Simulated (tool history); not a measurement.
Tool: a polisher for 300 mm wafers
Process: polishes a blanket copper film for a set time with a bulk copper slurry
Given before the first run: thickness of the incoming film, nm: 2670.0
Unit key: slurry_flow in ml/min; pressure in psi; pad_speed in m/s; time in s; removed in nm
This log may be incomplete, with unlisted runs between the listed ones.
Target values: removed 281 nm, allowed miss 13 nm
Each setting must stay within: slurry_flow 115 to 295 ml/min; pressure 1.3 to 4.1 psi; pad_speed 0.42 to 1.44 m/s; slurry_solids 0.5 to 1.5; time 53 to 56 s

run	hour	slurry_flow	pressure	pad_speed	slurry_solids	time	removed
1	0	190	2.7	0.92	1	53	511.56
2	4.9	190	2.6	0.92	1	53	502.81
3	12.7	190	2.6	1.04	1	53	539.31
4	16.8	150	2.6	1.04	1	53	537.03
5	24.2	150	2.5	1.02	1	53	515.02
6	25.3	150	2.4	1	1	53	476.79
7	28.9	150	2.3	0.98	1	53	468.1
8	31.6	150	2.2	0.96	1	53	433.06
9	38.2	150	2.1	0.94	1	53	415.15
10	43.2	150	2	0.92	1	53	394.02
11	49.6	145	1.3	0.82	1	53	256.37
12	51.7	145	1.4	0.82	1	53	266.11

Next run, 4 choices. One meets every target within its allowed miss, the rest don't. Which?
A	53.8	155	1.4	0.74	1	56	?
B	53.8	160	1.5	0.96	0.95	53	?
C	53.8	150	1.4	0.9	0.9	54	?
D	53.8	140	1.5	0.98	0.85	56	?

move	removed
A	264.35
B	318.79
C	286
D	327.04
A: lands further from the targets than the last run did
B: takes the result that was furthest off past its target
C: every result lands within tolerance
D: takes the result that was furthest off past its target
So the answer is move C, the one that meets all the targets.
